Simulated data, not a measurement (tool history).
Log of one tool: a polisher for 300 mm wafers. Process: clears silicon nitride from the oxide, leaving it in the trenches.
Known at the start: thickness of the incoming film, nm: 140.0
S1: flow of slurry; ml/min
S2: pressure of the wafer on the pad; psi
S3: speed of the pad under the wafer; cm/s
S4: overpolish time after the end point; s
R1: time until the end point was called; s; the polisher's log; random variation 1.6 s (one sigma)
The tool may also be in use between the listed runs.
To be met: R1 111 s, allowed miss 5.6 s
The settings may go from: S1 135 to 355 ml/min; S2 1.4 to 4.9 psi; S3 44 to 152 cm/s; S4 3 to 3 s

run	hour	S1	S2	S3	S4	R1
1	0	225	3.1	98	3	150.58
2	6.3	255	3.1	98	3	149.55
3	7.8	255	3.2	98	3	141.93
4	11.5	255	2.6	98	3	175.61
5	15.2	255	2.6	98	3	176.74
6	16.2	255	2	98	3	221.4
7	23	255	2.2	98	3	201.9
8	27.8	255	2.2	98	3	201.13

Which of these 5 next moves meets every target?
A	32.6	250	3.3	124	3	?
B	32.6	325	1.4	60	3	?
C	32.6	215	1.4	56	3	?
D	32.6	275	1.4	84	3	?
E	32.6	295	1.4	64	3	?

move	R1
A	112.11
B	449.71
C	502.28
D	330.86
E	426.6
A: meets every target
B: further off than the last run
C: further off than the last run
D: further off than the last run
E: further off than the last run
Answer: A
